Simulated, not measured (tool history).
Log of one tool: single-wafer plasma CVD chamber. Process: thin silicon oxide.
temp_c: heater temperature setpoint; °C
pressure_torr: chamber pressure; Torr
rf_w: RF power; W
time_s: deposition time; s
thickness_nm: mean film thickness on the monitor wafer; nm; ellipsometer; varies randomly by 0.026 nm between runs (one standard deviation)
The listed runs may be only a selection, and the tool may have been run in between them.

{"run": 1, "day": 0.0, "temp_c": 395, "pressure_torr": 0.636, "rf_w": 260, "time_s": 5.14, "thickness_nm": 6.633}
{"run": 2, "day": 0.279, "temp_c": 395, "pressure_torr": 0.597, "rf_w": 260, "time_s": 5.14, "thickness_nm": 6.2223}
{"run": 3, "day": 0.388, "temp_c": 395, "pressure_torr": 0.564, "rf_w": 260, "time_s": 5.14, "thickness_nm": 5.9089}
{"run": 4, "day": 0.604, "temp_c": 395, "pressure_torr": 0.537, "rf_w": 260, "time_s": 5.14, "thickness_nm": 5.7456}
{"run": 5, "day": 0.896, "temp_c": 404, "pressure_torr": 0.537, "rf_w": 260, "time_s": 5.14, "thickness_nm": 5.6946}
{"day": 1.167, "done": "RF generator calibrated"}
{"run": 6, "day": 1.167, "temp_c": 404, "pressure_torr": 0.537, "rf_w": 260, "time_s": 4.9, "thickness_nm": 5.4744}
{"run": 7, "day": 1.329, "temp_c": 404, "pressure_torr": 0.517, "rf_w": 260, "time_s": 4.9, "thickness_nm": 5.3392}
{"run": 8, "day": 1.596, "temp_c": 404, "pressure_torr": 0.5, "rf_w": 260, "time_s": 4.9, "thickness_nm": 5.1098}

For run 9, what comes out?
{"run": 9, "day": 1.729, "temp_c": 404, "pressure_torr": 0.49, "rf_w": 260, "time_s": 4.9, "thickness_nm": "?"}

Run 9 measured thickness_nm 5.0445 nm.
